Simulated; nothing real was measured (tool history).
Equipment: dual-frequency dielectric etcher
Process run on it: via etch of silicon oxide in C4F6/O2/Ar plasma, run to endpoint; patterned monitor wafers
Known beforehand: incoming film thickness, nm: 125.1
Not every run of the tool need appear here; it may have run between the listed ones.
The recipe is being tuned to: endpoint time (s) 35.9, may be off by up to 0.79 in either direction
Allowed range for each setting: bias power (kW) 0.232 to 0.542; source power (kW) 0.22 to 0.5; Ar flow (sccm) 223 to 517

| run | day | bias power (kW) | source power (kW) | Ar flow (sccm) | endpoint time (s) |
|---|---|---|---|---|---|
| 1 | 0 | 0.387 | 0.36 | 370 | 31.899 |
| 2 | 0.088 | 0.375 | 0.36 | 371 | 32.394 |
| 3 | 0.167 | 0.365 | 0.36 | 371 | 32.434 |
| 4 | 0.388 | 0.354 | 0.36 | 372 | 33.102 |
| 5 | 0.446 | 0.346 | 0.36 | 372 | 32.525 |
| 6 | 0.575 | 0.346 | 0.33 | 372 | 33.985 |
| 7 | 0.85 | 0.34 | 0.33 | 372 | 34.172 |
| 8 | 1.158 | 0.334 | 0.33 | 372 | 34.302 |
| 9 | 1.271 | 0.334 | 0.33 | 372 | 34.306 |
| 10 | 1.3 | 0.329 | 0.33 | 372 | 34.289 |
| 11 | 1.462 | 0.324 | 0.33 | 372 | 34.337 |
|  | 1.558 | Ar flow controller replaced |
| 12 | 1.558 | 0.324 | 0.33 | 372 | 34.33 |
| 13 | 1.7 | 0.319 | 0.33 | 373 | 34.901 |
| 14 | 1.858 | 0.316 | 0.33 | 373 | 34.586 |

Consider the 4 candidate settings below. Which is the only one whose results all fall within their allowed miss of target?
| A | 2.017 | 0.287 | 0.35 | 353 | ? |
| B | 2.017 | 0.34 | 0.35 | 379 | ? |
| C | 2.017 | 0.433 | 0.33 | 378 | ? |
| D | 2.017 | 0.247 | 0.32 | 305 | ? |

| move | endpoint time (s) |
|---|---|
| A | 33.984 |
| B | 33.133 |
| C | 32.211 |
| D | 35.663 |
A: its largest miss is bigger than the last run's
B: its largest miss is bigger than the last run's
C: its largest miss is bigger than the last run's
D: in spec on every target
Move D is the one to make.
